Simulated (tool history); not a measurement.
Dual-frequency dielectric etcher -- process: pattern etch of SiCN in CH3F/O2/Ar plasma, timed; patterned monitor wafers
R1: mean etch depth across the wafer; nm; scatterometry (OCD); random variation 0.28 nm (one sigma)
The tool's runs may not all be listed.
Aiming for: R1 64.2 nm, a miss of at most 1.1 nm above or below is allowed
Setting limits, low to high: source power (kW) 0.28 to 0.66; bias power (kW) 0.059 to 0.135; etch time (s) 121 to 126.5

Run 1, day 0: source power (kW) 0.47, bias power (kW) 0.097, etch time (s) 121. Result: R1 56.388 nm.
Run 2, day 0.179: source power (kW) 0.47, bias power (kW) 0.08, etch time (s) 121. Result: R1 51.027 nm.
Run 3, day 0.388: source power (kW) 0.55, bias power (kW) 0.08, etch time (s) 121. Result: R1 52.532 nm.
Run 4, day 0.433: source power (kW) 0.57, bias power (kW) 0.09, etch time (s) 121.5. Result: R1 57.464 nm.
Run 5, day 0.792: source power (kW) 0.64, bias power (kW) 0.09, etch time (s) 121.5. Result: R1 59.624 nm.
Run 6, day 0.917: source power (kW) 0.61, bias power (kW) 0.09, etch time (s) 121.5. Result: R1 58.512 nm.
Run 7, day 1.162: source power (kW) 0.62, bias power (kW) 0.094, etch time (s) 121.5. Result: R1 60.323 nm.
Run 8, day 1.446: source power (kW) 0.63, bias power (kW) 0.096, etch time (s) 121.5. Result: R1 61.482 nm.
Run 9, day 1.675: source power (kW) 0.64, bias power (kW) 0.098, etch time (s) 121.5. Result: R1 62 nm.
Run 10, day 1.979: source power (kW) 0.65, bias power (kW) 0.1, etch time (s) 121.5. Result: R1 62.851 nm.

Exactly one of the 5 candidate moves below puts every result within its allowed miss. Which one?
Run A, day 2.283: source power (kW) 0.63, bias power (kW) 0.094, etch time (s) 125.5. Result: R1 ?.
Run B, day 2.283: source power (kW) 0.61, bias power (kW) 0.094, etch time (s) 121.5. Result: R1 ?.
Run C, day 2.283: source power (kW) 0.55, bias power (kW) 0.111, etch time (s) 122.5. Result: R1 ?.
Run D, day 2.283: source power (kW) 0.65, bias power (kW) 0.093, etch time (s) 124. Result: R1 ?.
Run E, day 2.283: source power (kW) 0.66, bias power (kW) 0.093, etch time (s) 121. Result: R1 ?.

move      R1
   A  62.476
   B  59.902
   C  63.857
   D  61.969
   E  60.751
A: its largest miss is bigger than the last run's
B: its largest miss is bigger than the last run's
C: all results in spec
D: its largest miss is bigger than the last run's
E: its largest miss is bigger than the last run's
So the answer is move C, the one that meets all the targets.

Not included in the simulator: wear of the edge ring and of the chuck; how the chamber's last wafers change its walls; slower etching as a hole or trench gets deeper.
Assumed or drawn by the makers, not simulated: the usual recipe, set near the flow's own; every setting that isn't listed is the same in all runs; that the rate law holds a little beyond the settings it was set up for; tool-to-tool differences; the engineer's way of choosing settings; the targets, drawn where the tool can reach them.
